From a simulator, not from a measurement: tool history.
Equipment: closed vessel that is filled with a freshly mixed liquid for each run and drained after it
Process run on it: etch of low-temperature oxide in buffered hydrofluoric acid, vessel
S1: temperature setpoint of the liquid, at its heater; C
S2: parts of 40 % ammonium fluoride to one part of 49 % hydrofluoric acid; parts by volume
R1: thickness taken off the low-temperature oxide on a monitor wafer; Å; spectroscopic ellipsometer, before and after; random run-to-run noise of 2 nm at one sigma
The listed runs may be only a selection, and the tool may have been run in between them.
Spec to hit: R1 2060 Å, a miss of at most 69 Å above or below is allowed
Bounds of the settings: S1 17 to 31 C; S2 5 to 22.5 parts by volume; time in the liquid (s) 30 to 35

run 1 hour=0 | S1=23 S2=13.5 time_in_the_liquid_(s)=35 | R1=1489.2
run 2 hour=1.8 | S1=23 S2=13.5 time_in_the_liquid_(s)=30 | R1=1308.9
run 3 hour=4.5 | S1=25.5 S2=13.5 time_in_the_liquid_(s)=30 | R1=1515.2
run 4 hour=8.5 | S1=25.5 S2=13.5 time_in_the_liquid_(s)=35 | R1=1718
run 5 hour=10.7 | S1=25.5 S2=13.5 time_in_the_liquid_(s)=35 | R1=1749.5
run 6 hour=17.1 | S1=26 S2=13.5 time_in_the_liquid_(s)=35 | R1=1786.6
run 7 hour=18.9 | S1=26.5 S2=13.5 time_in_the_liquid_(s)=35 | R1=1810.3
run 8 hour=25.3 | S1=27 S2=13.5 time_in_the_liquid_(s)=35 | R1=1880.3
run 9 hour=27.3 | S1=27.5 S2=13.5 time_in_the_liquid_(s)=35 | R1=1914.6

Consider the 5 candidate settings below. Which is the only one whose results all fall within their allowed miss of target?
run A hour=29.3 | S1=31 S2=14 time_in_the_liquid_(s)=30 | R1=?
run B hour=29.3 | S1=28 S2=12.5 time_in_the_liquid_(s)=30 | R1=?
run C hour=29.3 | S1=26 S2=12.5 time_in_the_liquid_(s)=30 | R1=?
run D hour=29.3 | S1=30.5 S2=15 time_in_the_liquid_(s)=30 | R1=?
run E hour=29.3 | S1=28.5 S2=11.5 time_in_the_liquid_(s)=30 | R1=?

move=A R1=1907
move=B R1=1818.9
move=C R1=1634.3
move=D R1=1736.4
move=E R1=2026.3
A: its largest miss is bigger than the last run's
B: its largest miss is bigger than the last run's
C: its largest miss is bigger than the last run's
D: its largest miss is bigger than the last run's
E: meets every target
The move that meets every target is E.
